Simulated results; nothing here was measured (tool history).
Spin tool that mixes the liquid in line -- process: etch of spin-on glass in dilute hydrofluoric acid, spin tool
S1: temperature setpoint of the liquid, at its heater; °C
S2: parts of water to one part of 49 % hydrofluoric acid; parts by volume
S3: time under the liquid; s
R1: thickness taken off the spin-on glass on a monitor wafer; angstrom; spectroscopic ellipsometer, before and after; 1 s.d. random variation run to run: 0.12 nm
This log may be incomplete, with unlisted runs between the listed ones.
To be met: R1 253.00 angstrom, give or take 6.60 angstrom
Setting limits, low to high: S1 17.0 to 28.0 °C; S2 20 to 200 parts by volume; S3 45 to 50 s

run 1 hour=0.0 | S1=20.0 S2=110 S3=45 | R1=137.01
run 2 hour=2.5 | S1=20.0 S2=110 S3=50 | R1=151.82
run 3 hour=6.3 | S1=22.5 S2=105 S3=50 | R1=178.51
run 4 hour=10.7 | S1=22.5 S2=80 S3=50 | R1=241.12
-- hour=14.3 hydrofluoric acid flow meter replaced
run 5 hour=14.3 | S1=22.5 S2=45 S3=50 | R1=418.90
run 6 hour=20.9 | S1=21.0 S2=55 S3=50 | R1=315.09
run 7 hour=26.6 | S1=20.0 S2=55 S3=50 | R1=301.88
run 8 hour=33.1 | S1=19.0 S2=55 S3=50 | R1=290.98
run 9 hour=36.9 | S1=18.5 S2=55 S3=50 | R1=284.67
run 10 hour=43.7 | S1=18.5 S2=55 S3=50 | R1=284.87

Which single option among these 5 for the next run brings every result within its allowed miss of target? Just one does.
run A hour=50.5 | S1=20.5 S2=55 S3=50 | R1=?
run B hour=50.5 | S1=17.0 S2=55 S3=45 | R1=?
run C hour=50.5 | S1=18.0 S2=55 S3=45 | R1=?
run D hour=50.5 | S1=17.0 S2=40 S3=45 | R1=?
run E hour=50.5 | S1=19.5 S2=50 S3=50 | R1=?

move=A R1=311.09
move=B R1=241.07
move=C R1=251.71
move=D R1=337.07
move=E R1=329.96
A: moves away from the targets compared with the last run
B: carries the result that was furthest off beyond its target, to the other side
C: all results land within tolerance of their targets
D: moves away from the targets compared with the last run
E: moves away from the targets compared with the last run
Move C is the one to make.

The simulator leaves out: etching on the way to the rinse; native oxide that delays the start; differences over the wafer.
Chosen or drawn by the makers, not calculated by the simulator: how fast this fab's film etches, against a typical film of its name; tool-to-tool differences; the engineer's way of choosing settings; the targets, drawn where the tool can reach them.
